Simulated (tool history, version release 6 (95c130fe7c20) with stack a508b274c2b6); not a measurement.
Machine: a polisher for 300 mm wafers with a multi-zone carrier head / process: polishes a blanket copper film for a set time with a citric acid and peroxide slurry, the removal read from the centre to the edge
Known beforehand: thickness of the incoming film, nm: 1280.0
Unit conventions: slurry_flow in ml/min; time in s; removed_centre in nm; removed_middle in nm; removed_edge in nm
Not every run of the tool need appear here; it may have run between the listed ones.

{"run": 1, "hour": 0.0, "slurry_flow": 170, "centre_zone": 1.0, "middle_zone": 1.0, "edge_zone": 1.0, "slurry_solids": 1.0, "time": 48, "removed_centre": 76.82, "removed_middle": 75.331, "removed_edge": 76.412}
{"run": 2, "hour": 1.5, "slurry_flow": 165, "centre_zone": 0.98, "middle_zone": 1.01, "edge_zone": 1.0, "slurry_solids": 1.0, "time": 48, "removed_centre": 75.14, "removed_middle": 76.879, "removed_edge": 76.997}
{"run": 3, "hour": 7.9, "slurry_flow": 165, "centre_zone": 0.98, "middle_zone": 0.98, "edge_zone": 1.0, "slurry_solids": 1.0, "time": 48, "removed_centre": 74.708, "removed_middle": 76.866, "removed_edge": 76.998}
{"run": 4, "hour": 12.1, "slurry_flow": 160, "centre_zone": 0.97, "middle_zone": 0.98, "edge_zone": 1.0, "slurry_solids": 1.0, "time": 48, "removed_centre": 74.654, "removed_middle": 75.009, "removed_edge": 75.231}
{"run": 5, "hour": 14.4, "slurry_flow": 155, "centre_zone": 0.95, "middle_zone": 0.99, "edge_zone": 1.01, "slurry_solids": 1.0, "time": 48, "removed_centre": 73.281, "removed_middle": 75.459, "removed_edge": 75.678}
{"run": 6, "hour": 16.0, "slurry_flow": 155, "centre_zone": 0.93, "middle_zone": 1.0, "edge_zone": 1.02, "slurry_solids": 1.0, "time": 48, "removed_centre": 71.966, "removed_middle": 75.314, "removed_edge": 75.622}
{"run": 7, "hour": 21.1, "slurry_flow": 155, "centre_zone": 0.92, "middle_zone": 1.02, "edge_zone": 1.03, "slurry_solids": 1.0, "time": 48, "removed_centre": 71.714, "removed_middle": 78.195, "removed_edge": 76.516}
{"run": 8, "hour": 29.3, "slurry_flow": 105, "centre_zone": 0.83, "middle_zone": 1.05, "edge_zone": 1.05, "slurry_solids": 1.0, "time": 48, "removed_centre": 58.157, "removed_middle": 70.886, "removed_edge": 72.363}

Predict the results of run 9:
{"run": 9, "hour": 31.2, "slurry_flow": 105, "centre_zone": 0.83, "middle_zone": 1.05, "edge_zone": 1.05, "slurry_solids": 1.0, "time": 48, "removed_centre": "?", "removed_middle": "?", "removed_edge": "?"}

{"run 9": {"removed_centre": 58.42, "removed_middle": 71.871, "removed_edge": 72.761}}

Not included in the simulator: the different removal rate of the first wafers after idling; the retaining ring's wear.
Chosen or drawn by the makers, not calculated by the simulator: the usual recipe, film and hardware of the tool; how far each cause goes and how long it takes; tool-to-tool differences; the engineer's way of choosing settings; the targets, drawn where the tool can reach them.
